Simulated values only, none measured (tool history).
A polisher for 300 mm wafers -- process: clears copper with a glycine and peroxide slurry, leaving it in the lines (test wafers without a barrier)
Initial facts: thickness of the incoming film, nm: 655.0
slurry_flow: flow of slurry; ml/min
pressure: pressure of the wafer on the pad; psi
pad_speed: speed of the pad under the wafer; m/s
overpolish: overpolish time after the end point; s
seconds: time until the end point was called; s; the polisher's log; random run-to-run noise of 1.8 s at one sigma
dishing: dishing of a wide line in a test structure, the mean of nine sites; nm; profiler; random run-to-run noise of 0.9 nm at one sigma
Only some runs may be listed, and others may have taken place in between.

run	hour	slurry_flow	pressure	pad_speed	overpolish	seconds	dishing
1	0.0	210	2.3	1.04	11	137.24	34.170
2	2.0	210	2.0	1.04	11	146.57	31.590
3	4.7	210	1.4	1.04	11	180.63	25.586
4	12.1	210	1.4	1.24	11	175.74	27.915
5	20.2	210	1.9	1.24	11	139.29	32.371
6	26.6	210	2.2	1.24	11	127.05	35.833

Run 7 has not been measured yet. What should we expect?
7	30.4	210	2.3	1.24	11	?	?

Run 7 came out at seconds 122.46 s, dishing 38.355 nm.

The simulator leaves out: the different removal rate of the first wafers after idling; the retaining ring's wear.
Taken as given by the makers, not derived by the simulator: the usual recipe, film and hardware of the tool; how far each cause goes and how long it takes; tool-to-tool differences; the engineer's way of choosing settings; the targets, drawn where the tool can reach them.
